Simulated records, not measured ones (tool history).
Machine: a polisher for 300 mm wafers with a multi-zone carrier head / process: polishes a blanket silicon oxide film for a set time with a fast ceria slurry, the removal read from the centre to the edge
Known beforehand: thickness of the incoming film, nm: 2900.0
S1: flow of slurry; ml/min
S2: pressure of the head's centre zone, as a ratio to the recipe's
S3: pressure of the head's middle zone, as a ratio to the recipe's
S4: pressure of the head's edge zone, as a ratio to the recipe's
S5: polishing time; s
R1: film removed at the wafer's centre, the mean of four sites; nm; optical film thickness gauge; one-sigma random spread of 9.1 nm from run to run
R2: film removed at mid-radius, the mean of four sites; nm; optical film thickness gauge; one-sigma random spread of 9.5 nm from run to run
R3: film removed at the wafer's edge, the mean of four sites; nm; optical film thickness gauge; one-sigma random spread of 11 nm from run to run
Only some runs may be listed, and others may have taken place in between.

Run 1, day 0: S1 275 ml/min, S2 1, S3 1, S4 1, S5 55 s. Result: R1 811.63 nm, R2 857.65 nm, R3 820.43 nm.
Run 2, day 0.188: S1 275 ml/min, S2 1, S3 1, S4 1, S5 44 s. Result: R1 643.69 nm, R2 679.42 nm, R3 661.23 nm.
Run 3, day 0.504: S1 285 ml/min, S2 1.03, S3 1.02, S4 1.03, S5 48 s. Result: R1 728.65 nm, R2 767.53 nm, R3 730.07 nm.
Run 4, day 0.621: S1 240 ml/min, S2 1.03, S3 1.02, S4 1.03, S5 48 s. Result: R1 708.66 nm, R2 742.64 nm, R3 733.14 nm.
Run 5, day 0.783: S1 240 ml/min, S2 1.03, S3 1.02, S4 1.11, S5 48 s. Result: R1 714.9 nm, R2 727.38 nm, R3 758.94 nm.
Run 6, day 1.025: S1 240 ml/min, S2 1.03, S3 1.02, S4 1.11, S5 35 s. Result: R1 523.28 nm, R2 535.2 nm, R3 551.36 nm.
Run 7, day 1.075: S1 240 ml/min, S2 1.03, S3 1.02, S4 1.11, S5 35 s. Result: R1 524.25 nm, R2 532.71 nm, R3 537.24 nm.
Run 8, day 1.412: S1 250 ml/min, S2 1.05, S3 1.04, S4 1.1, S5 40 s. Result: R1 615.51 nm, R2 631.25 nm, R3 632.1 nm.
Run 9, day 1.5: S1 325 ml/min, S2 1.15, S3 1.14, S4 1, S5 55 s. Result: R1 940.62 nm, R2 961.91 nm, R3 826.62 nm.
Run 10, day 1.817: S1 330 ml/min, S2 1.15, S3 1.14, S4 1.02, S5 57 s. Result: R1 987.43 nm, R2 993.63 nm, R3 883.41 nm.
Run 11, day 1.988: S1 340 ml/min, S2 1.15, S3 1.15, S4 1.03, S5 58 s. Result: R1 995.15 nm, R2 1013.3 nm, R3 909.65 nm.
Run 12, day 2.271: S1 345 ml/min, S2 1.16, S3 1.15, S4 1.03, S5 60 s. Result: R1 1056.6 nm, R2 1046.4 nm, R3 933.06 nm.
Run 13, day 2.388: S1 350 ml/min, S2 1.16, S3 1.16, S4 1.04, S5 61 s. Result: R1 1057 nm, R2 1084.9 nm, R3 957.56 nm.

Run 14 comes next. What will it give?
Run 14, day 2.525: S1 350 ml/min, S2 1.16, S3 1.16, S4 1.04, S5 61 s. Result: R1 ?, R2 ?, R3 ?.

Run 14 came out at R1 1061.8 nm, R2 1091.3 nm, R3 940.23 nm.
